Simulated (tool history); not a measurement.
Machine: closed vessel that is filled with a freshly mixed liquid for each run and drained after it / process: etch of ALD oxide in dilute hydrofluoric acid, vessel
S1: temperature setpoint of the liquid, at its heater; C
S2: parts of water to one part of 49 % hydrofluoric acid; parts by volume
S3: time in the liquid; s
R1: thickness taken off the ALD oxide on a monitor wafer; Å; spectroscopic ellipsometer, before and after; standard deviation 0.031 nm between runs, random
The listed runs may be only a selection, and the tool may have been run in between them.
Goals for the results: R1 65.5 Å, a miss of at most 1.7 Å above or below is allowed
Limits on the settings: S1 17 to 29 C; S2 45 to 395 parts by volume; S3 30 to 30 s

run,day,S1,S2,S3,R1
1,0,21,220,30,35.948
2,0.25,21,170,30,49.088
3,0.304,21,140,30,60.929
4,0.554,21,175,30,46.766
5,0.788,21,175,30,47.049
6,1.15,21,210,30,37.858
7,1.404,22,205,30,40.253
8,1.692,23,195,30,44.464
9,1.938,24,190,30,47.893
10,2.221,24,190,30,47.896
11,2.262,25,185,30,50.95
12,2.446,29,160,30,70.077
13,2.8,28.5,160,30,68.747
14,2.988,28,160,30,67.461

5 candidate next runs follow, results not yet known. Just one meets every target within its allowed miss. Identify it.
A,3.175,27,170,30,?
B,3.175,22.5,145,30,?
C,3.175,28.5,175,30,?
D,3.175,27,160,30,?
E,3.175,26,165,30,?

move,R1
A,60.428
B,61.396
C,61.639
D,64.952
E,60.341
A: moves the result that the last run missed by most past its target, out the other side
B: moves the result that the last run missed by most past its target, out the other side
C: moves the result that the last run missed by most past its target, out the other side
D: all results in spec
E: moves the result that the last run missed by most past its target, out the other side
D meets every target.
